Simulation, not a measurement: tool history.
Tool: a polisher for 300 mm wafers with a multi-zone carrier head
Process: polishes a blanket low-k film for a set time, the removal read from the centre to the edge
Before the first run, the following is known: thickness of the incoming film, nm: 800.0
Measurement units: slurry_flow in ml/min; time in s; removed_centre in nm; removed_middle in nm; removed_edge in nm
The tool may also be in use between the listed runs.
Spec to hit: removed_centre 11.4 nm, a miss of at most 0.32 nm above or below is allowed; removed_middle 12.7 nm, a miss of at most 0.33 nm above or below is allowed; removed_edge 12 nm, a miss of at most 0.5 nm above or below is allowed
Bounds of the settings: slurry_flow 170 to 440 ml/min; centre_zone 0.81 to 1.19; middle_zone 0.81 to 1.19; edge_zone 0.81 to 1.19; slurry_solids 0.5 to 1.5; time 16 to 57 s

run 1 hour=0 | slurry_flow=280 centre_zone=1 middle_zone=1 edge_zone=1 slurry_solids=1 time=36 | removed_centre=16.134 removed_middle=16.41 removed_edge=15.953
run 2 hour=4.5 | slurry_flow=280 centre_zone=0.98 middle_zone=0.99 edge_zone=0.98 slurry_solids=0.95 time=36 | removed_centre=15.488 removed_middle=15.469 removed_edge=15.167
run 3 hour=7.5 | slurry_flow=280 centre_zone=0.98 middle_zone=0.99 edge_zone=0.94 slurry_solids=0.95 time=36 | removed_centre=15.252 removed_middle=15.355 removed_edge=15.083
run 4 hour=9.2 | slurry_flow=280 centre_zone=0.98 middle_zone=0.99 edge_zone=0.94 slurry_solids=0.8 time=36 | removed_centre=13.547 removed_middle=13.629 removed_edge=13.304
run 5 hour=17.9 | slurry_flow=280 centre_zone=0.98 middle_zone=0.99 edge_zone=0.94 slurry_solids=0.8 time=42 | removed_centre=16.032 removed_middle=16.114 removed_edge=15.358
run 6 hour=18.6 | slurry_flow=280 centre_zone=1.03 middle_zone=0.99 edge_zone=0.94 slurry_solids=0.8 time=42 | removed_centre=16.733 removed_middle=15.969 removed_edge=15.5
run 7 hour=25.3 | slurry_flow=275 centre_zone=1 middle_zone=0.99 edge_zone=0.92 slurry_solids=0.75 time=42 | removed_centre=15.469 removed_middle=15.094 removed_edge=14.709
run 8 hour=30.4 | slurry_flow=275 centre_zone=0.98 middle_zone=0.99 edge_zone=0.9 slurry_solids=0.7 time=42 | removed_centre=14.015 removed_middle=14.292 removed_edge=13.356
run 9 hour=34.4 | slurry_flow=230 centre_zone=0.88 middle_zone=0.91 edge_zone=0.87 slurry_solids=0.7 time=42 | removed_centre=12.453 removed_middle=13.003 removed_edge=12.981
run 10 hour=40.4 | slurry_flow=225 centre_zone=0.87 middle_zone=0.91 edge_zone=0.86 slurry_solids=0.7 time=42 | removed_centre=12.296 removed_middle=12.829 removed_edge=12.787
run 11 hour=47.7 | slurry_flow=200 centre_zone=0.82 middle_zone=0.95 edge_zone=0.81 slurry_solids=0.65 time=42 | removed_centre=10.559 removed_middle=12.341 removed_edge=11.813
run 12 hour=50.2 | slurry_flow=210 centre_zone=0.83 middle_zone=0.95 edge_zone=0.81 slurry_solids=0.65 time=42 | removed_centre=10.533 removed_middle=12.466 removed_edge=11.966

Which of these 4 next moves meets every target?
run A hour=52.7 | slurry_flow=180 centre_zone=0.81 middle_zone=1 edge_zone=0.82 slurry_solids=0.6 time=46 | removed_centre=? removed_middle=? removed_edge=?
run B hour=52.7 | slurry_flow=210 centre_zone=0.9 middle_zone=1 edge_zone=0.89 slurry_solids=0.7 time=38 | removed_centre=? removed_middle=? removed_edge=?
run C hour=52.7 | slurry_flow=220 centre_zone=0.81 middle_zone=0.89 edge_zone=0.83 slurry_solids=0.75 time=37 | removed_centre=? removed_middle=? removed_edge=?
run D hour=52.7 | slurry_flow=230 centre_zone=0.81 middle_zone=0.86 edge_zone=0.94 slurry_solids=0.9 time=35 | removed_centre=? removed_middle=? removed_edge=?

move=A removed_centre=10.214 removed_middle=12.695 removed_edge=11.64
move=B removed_centre=11.276 removed_middle=12.554 removed_edge=11.851
move=C removed_centre=10.556 removed_middle=11.863 removed_edge=11.961
move=D removed_centre=11.531 removed_middle=12.589 removed_edge=13.785
A: the biggest miss grows against the last run
B: meets every target
C: as far off as the last run
D: brings the result that was furthest off to its target, and leaves another outside
Go with B: it meets all targets.
